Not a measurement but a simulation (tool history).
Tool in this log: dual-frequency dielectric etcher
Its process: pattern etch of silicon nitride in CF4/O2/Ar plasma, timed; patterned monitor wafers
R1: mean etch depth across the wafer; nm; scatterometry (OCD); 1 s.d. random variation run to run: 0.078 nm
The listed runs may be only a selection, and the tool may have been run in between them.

Run 1, day 0: source power (W) 440, bias power (W) 37, Ar flow (sccm) 98, CF4 flow (sccm) 136, etch time (s) 18.5. Result: R1 28.516 nm.
Run 2, day 0.196: source power (W) 440, bias power (W) 37, Ar flow (sccm) 110, CF4 flow (sccm) 136, etch time (s) 18.5. Result: R1 28.213 nm.
Run 3, day 0.433: source power (W) 390, bias power (W) 37, Ar flow (sccm) 110, CF4 flow (sccm) 136, etch time (s) 18.5. Result: R1 25.686 nm.
Run 4, day 0.717: source power (W) 390, bias power (W) 41, Ar flow (sccm) 110, CF4 flow (sccm) 136, etch time (s) 18.5. Result: R1 26.338 nm.
Run 5, day 0.95: source power (W) 390, bias power (W) 41, Ar flow (sccm) 110, CF4 flow (sccm) 136, etch time (s) 18.5. Result: R1 26.455 nm.
Run 6, day 1.038: source power (W) 390, bias power (W) 41, Ar flow (sccm) 110, CF4 flow (sccm) 112, etch time (s) 18.5. Result: R1 25.662 nm.
Run 7, day 1.358: source power (W) 370, bias power (W) 41, Ar flow (sccm) 110, CF4 flow (sccm) 112, etch time (s) 18.5. Result: R1 24.438 nm.
Run 8, day 1.658: source power (W) 360, bias power (W) 41, Ar flow (sccm) 110, CF4 flow (sccm) 112, etch time (s) 18.5. Result: R1 24.145 nm.
Run 9, day 1.812: source power (W) 350, bias power (W) 41, Ar flow (sccm) 110, CF4 flow (sccm) 112, etch time (s) 18.5. Result: R1 23.633 nm.

What will run 10 give?
Run 10, day 1.975: source power (W) 340, bias power (W) 41, Ar flow (sccm) 110, CF4 flow (sccm) 112, etch time (s) 18.5. Result: R1 ?.

R1: 23.051 nm
